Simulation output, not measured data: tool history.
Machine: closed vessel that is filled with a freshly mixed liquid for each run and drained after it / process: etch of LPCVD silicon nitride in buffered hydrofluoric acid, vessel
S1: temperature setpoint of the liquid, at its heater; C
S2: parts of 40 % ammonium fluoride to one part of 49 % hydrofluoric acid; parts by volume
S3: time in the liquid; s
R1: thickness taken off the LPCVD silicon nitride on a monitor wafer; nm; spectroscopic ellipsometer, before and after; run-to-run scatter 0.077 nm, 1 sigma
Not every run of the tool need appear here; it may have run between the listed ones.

{"run": 1, "hour": 0.0, "S1": 24, "S2": 7, "S3": 890, "R1": 15.779}
{"run": 2, "hour": 7.1, "S1": 26, "S2": 7, "S3": 890, "R1": 17.611}
{"run": 3, "hour": 12.5, "S1": 26, "S2": 6, "S3": 890, "R1": 20.2}
{"run": 4, "hour": 17.1, "S1": 26, "S2": 5, "S3": 890, "R1": 23.683}
{"run": 5, "hour": 22.1, "S1": 25.5, "S2": 5, "S3": 890, "R1": 22.967}
{"run": 6, "hour": 24.7, "S1": 27.5, "S2": 5, "S3": 890, "R1": 25.352}
{"run": 7, "hour": 33.0, "S1": 26.5, "S2": 5, "S3": 890, "R1": 24.251}
{"run": 8, "hour": 37.9, "S1": 26, "S2": 5, "S3": 890, "R1": 23.569}
{"run": 9, "hour": 43.8, "S1": 25.5, "S2": 5, "S3": 890, "R1": 22.975}

Expected results for the next run?
{"run": 10, "hour": 52.4, "S1": 25, "S2": 5, "S3": 890, "R1": "?"}

R1: 22.329 nm

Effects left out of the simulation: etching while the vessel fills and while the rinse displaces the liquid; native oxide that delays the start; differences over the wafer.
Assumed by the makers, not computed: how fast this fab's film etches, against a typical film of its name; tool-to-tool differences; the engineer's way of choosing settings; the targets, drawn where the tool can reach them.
